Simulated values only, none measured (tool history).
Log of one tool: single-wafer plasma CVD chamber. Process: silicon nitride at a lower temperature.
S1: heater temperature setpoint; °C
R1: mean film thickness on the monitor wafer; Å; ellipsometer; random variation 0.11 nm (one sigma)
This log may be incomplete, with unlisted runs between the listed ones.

run 1 hour=0.0 | S1=350 chamber_pressure_(Pa)=176 RF_power_(W)=250 deposition_time_(s)=28.6 | R1=255.42
run 2 hour=4.4 | S1=350 chamber_pressure_(Pa)=171 RF_power_(W)=240 deposition_time_(s)=28.6 | R1=247.39
run 3 hour=6.4 | S1=350 chamber_pressure_(Pa)=171 RF_power_(W)=240 deposition_time_(s)=29.5 | R1=251.35
run 4 hour=12.5 | S1=350 chamber_pressure_(Pa)=165 RF_power_(W)=235 deposition_time_(s)=29.4 | R1=245.35
run 5 hour=20.2 | S1=350 chamber_pressure_(Pa)=161 RF_power_(W)=230 deposition_time_(s)=29.3 | R1=240.57
run 6 hour=28.3 | S1=350 chamber_pressure_(Pa)=157 RF_power_(W)=225 deposition_time_(s)=29.2 | R1=232.75
run 7 hour=30.7 | S1=350 chamber_pressure_(Pa)=153 RF_power_(W)=220 deposition_time_(s)=29.2 | R1=228.65
run 8 hour=38.7 | S1=350 chamber_pressure_(Pa)=149 RF_power_(W)=215 deposition_time_(s)=29.2 | R1=221.42

Run 9 comes next. What will it give?
run 9 hour=44.7 | S1=350 chamber_pressure_(Pa)=145 RF_power_(W)=210 deposition_time_(s)=29.2 | R1=?

Run 9 measured R1 219.00 Å.

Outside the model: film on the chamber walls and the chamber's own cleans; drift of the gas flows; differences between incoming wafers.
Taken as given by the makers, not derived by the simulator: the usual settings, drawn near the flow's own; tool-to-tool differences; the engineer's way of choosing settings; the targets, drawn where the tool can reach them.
